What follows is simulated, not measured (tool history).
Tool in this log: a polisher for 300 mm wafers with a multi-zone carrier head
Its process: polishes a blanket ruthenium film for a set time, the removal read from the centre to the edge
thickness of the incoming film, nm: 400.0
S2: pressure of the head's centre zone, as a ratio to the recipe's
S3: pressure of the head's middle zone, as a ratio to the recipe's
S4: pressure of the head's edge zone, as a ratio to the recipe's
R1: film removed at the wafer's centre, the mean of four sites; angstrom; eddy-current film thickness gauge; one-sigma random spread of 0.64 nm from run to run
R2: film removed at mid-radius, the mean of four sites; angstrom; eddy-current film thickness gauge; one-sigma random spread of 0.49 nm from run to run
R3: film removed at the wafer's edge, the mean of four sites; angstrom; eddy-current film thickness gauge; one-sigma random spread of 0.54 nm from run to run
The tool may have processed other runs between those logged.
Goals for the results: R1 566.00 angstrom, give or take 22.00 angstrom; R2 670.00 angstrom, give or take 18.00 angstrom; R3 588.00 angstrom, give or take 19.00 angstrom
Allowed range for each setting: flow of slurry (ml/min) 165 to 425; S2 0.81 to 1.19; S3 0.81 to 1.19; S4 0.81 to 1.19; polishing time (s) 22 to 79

run 1 hour=0.0 | flow_of_slurry_(ml/min)=275 S2=1.00 S3=1.00 S4=1.00 polishing_time_(s)=50 | R1=759.78 R2=804.37 R3=822.50
run 2 hour=4.3 | flow_of_slurry_(ml/min)=275 S2=1.00 S3=1.00 S4=1.00 polishing_time_(s)=55 | R1=839.46 R2=872.55 R3=921.13
run 3 hour=13.2 | flow_of_slurry_(ml/min)=280 S2=1.00 S3=1.01 S4=0.99 polishing_time_(s)=53 | R1=812.20 R2=846.78 R3=865.47
run 4 hour=16.2 | flow_of_slurry_(ml/min)=280 S2=1.00 S3=0.95 S4=0.99 polishing_time_(s)=53 | R1=830.01 R2=809.42 R3=869.43
run 5 hour=21.6 | flow_of_slurry_(ml/min)=285 S2=0.99 S3=0.96 S4=0.97 polishing_time_(s)=51 | R1=777.93 R2=780.22 R3=836.61
run 6 hour=29.5 | flow_of_slurry_(ml/min)=285 S2=0.99 S3=0.89 S4=0.97 polishing_time_(s)=51 | R1=769.08 R2=738.74 R3=835.81
run 7 hour=38.1 | flow_of_slurry_(ml/min)=285 S2=0.99 S3=0.91 S4=0.95 polishing_time_(s)=49 | R1=743.43 R2=731.38 R3=785.25
run 8 hour=44.1 | flow_of_slurry_(ml/min)=280 S2=0.98 S3=0.92 S4=0.93 polishing_time_(s)=48 | R1=717.98 R2=708.57 R3=773.68
run 9 hour=48.5 | flow_of_slurry_(ml/min)=290 S2=0.98 S3=0.94 S4=0.93 polishing_time_(s)=46 | R1=684.19 R2=696.73 R3=735.58
-- hour=55.0 edge zone pressure recalibrated
run 10 hour=55.0 | flow_of_slurry_(ml/min)=295 S2=0.98 S3=0.96 S4=0.92 polishing_time_(s)=45 | R1=675.83 R2=698.67 R3=678.06
run 11 hour=61.4 | flow_of_slurry_(ml/min)=295 S2=0.97 S3=0.96 S4=0.91 polishing_time_(s)=45 | R1=669.48 R2=697.41 R3=686.42
run 12 hour=65.9 | flow_of_slurry_(ml/min)=295 S2=0.96 S3=0.96 S4=0.90 polishing_time_(s)=45 | R1=659.30 R2=688.18 R3=681.93
run 13 hour=72.9 | flow_of_slurry_(ml/min)=295 S2=0.95 S3=0.97 S4=0.89 polishing_time_(s)=45 | R1=666.14 R2=695.18 R3=676.60
run 14 hour=74.3 | flow_of_slurry_(ml/min)=295 S2=0.95 S3=0.97 S4=0.89 polishing_time_(s)=45 | R1=654.44 R2=696.81 R3=676.60
run 15 hour=74.9 | flow_of_slurry_(ml/min)=295 S2=0.94 S3=0.98 S4=0.88 polishing_time_(s)=45 | R1=661.93 R2=708.08 R3=671.40
run 16 hour=78.0 | flow_of_slurry_(ml/min)=295 S2=0.93 S3=0.98 S4=0.88 polishing_time_(s)=44 | R1=630.99 R2=693.21 R3=647.48
run 17 hour=82.2 | flow_of_slurry_(ml/min)=295 S2=0.92 S3=0.98 S4=0.87 polishing_time_(s)=44 | R1=626.26 R2=699.73 R3=648.05
run 18 hour=86.2 | flow_of_slurry_(ml/min)=295 S2=0.92 S3=0.98 S4=0.87 polishing_time_(s)=44 | R1=620.95 R2=694.86 R3=660.92
run 19 hour=90.9 | flow_of_slurry_(ml/min)=295 S2=0.92 S3=0.98 S4=0.86 polishing_time_(s)=44 | R1=627.09 R2=691.46 R3=659.84
run 20 hour=95.9 | flow_of_slurry_(ml/min)=300 S2=0.92 S3=0.98 S4=0.86 polishing_time_(s)=44 | R1=625.04 R2=690.50 R3=654.23
run 21 hour=98.5 | flow_of_slurry_(ml/min)=295 S2=0.90 S3=1.04 S4=0.81 polishing_time_(s)=39 | R1=548.79 R2=651.42 R3=560.41
run 22 hour=102.0 | flow_of_slurry_(ml/min)=295 S2=0.90 S3=1.04 S4=0.81 polishing_time_(s)=39 | R1=539.19 R2=645.31 R3=559.03
run 23 hour=109.1 | flow_of_slurry_(ml/min)=300 S2=0.90 S3=1.04 S4=0.82 polishing_time_(s)=39 | R1=546.68 R2=646.63 R3=570.96

Which of these 5 next moves meets every target?
run A hour=116.2 | flow_of_slurry_(ml/min)=285 S2=0.84 S3=0.95 S4=0.84 polishing_time_(s)=40 | R1=? R2=? R3=?
run B hour=116.2 | flow_of_slurry_(ml/min)=265 S2=0.81 S3=0.98 S4=1.03 polishing_time_(s)=40 | R1=? R2=? R3=?
run C hour=116.2 | flow_of_slurry_(ml/min)=410 S2=0.85 S3=1.02 S4=0.97 polishing_time_(s)=37 | R1=? R2=? R3=?
run D hour=116.2 | flow_of_slurry_(ml/min)=220 S2=0.90 S3=1.04 S4=0.82 polishing_time_(s)=42 | R1=? R2=? R3=?
run E hour=116.2 | flow_of_slurry_(ml/min)=300 S2=0.89 S3=0.93 S4=0.98 polishing_time_(s)=41 | R1=? R2=? R3=?

move=A R1=531.11 R2=609.38 R3=588.66
move=B R1=509.91 R2=620.91 R3=643.60
move=C R1=513.54 R2=616.59 R3=594.79
move=D R1=576.13 R2=671.43 R3=598.10
move=E R1=576.80 R2=616.32 R3=650.37
A: lands further from the targets than the last run did
B: lands further from the targets than the last run did
C: lands further from the targets than the last run did
D: all results in spec
E: lands further from the targets than the last run did
Move D is the one to make.
